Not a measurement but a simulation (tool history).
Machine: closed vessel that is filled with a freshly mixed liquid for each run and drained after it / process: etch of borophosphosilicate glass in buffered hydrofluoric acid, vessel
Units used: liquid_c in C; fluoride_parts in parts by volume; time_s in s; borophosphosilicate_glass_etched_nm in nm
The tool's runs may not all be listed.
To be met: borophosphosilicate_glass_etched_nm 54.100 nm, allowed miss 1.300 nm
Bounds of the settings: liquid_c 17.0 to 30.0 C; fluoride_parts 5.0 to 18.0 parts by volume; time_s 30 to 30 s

run,hour,liquid_c,fluoride_parts,time_s,borophosphosilicate_glass_etched_nm
1,0.0,22.0,11.0,30,31.045
2,6.8,22.0,10.0,30,34.562
3,13.5,22.0,7.5,30,44.658
4,22.3,25.0,7.5,30,52.612
5,26.0,25.0,5.5,30,69.787
6,28.8,26.5,5.5,30,75.793
7,35.7,25.5,5.5,30,71.989
8,41.6,21.5,5.5,30,57.941

Exactly one of the 5 candidate moves below puts every result within its allowed miss. Which one?
A,47.5,23.5,5.5,30,?
B,47.5,23.5,6.0,30,?
C,47.5,20.5,5.5,30,?
D,47.5,21.5,5.0,30,?
E,47.5,21.0,6.0,30,?

move,borophosphosilicate_glass_etched_nm
A,63.904
B,59.240
C,54.315
D,62.360
E,51.734
A: its largest miss is bigger than the last run's
B: its largest miss is bigger than the last run's
C: hits every target within its allowed miss
D: its largest miss is bigger than the last run's
E: takes the biggest miss from the last run beyond its target
Move C is the one to make.

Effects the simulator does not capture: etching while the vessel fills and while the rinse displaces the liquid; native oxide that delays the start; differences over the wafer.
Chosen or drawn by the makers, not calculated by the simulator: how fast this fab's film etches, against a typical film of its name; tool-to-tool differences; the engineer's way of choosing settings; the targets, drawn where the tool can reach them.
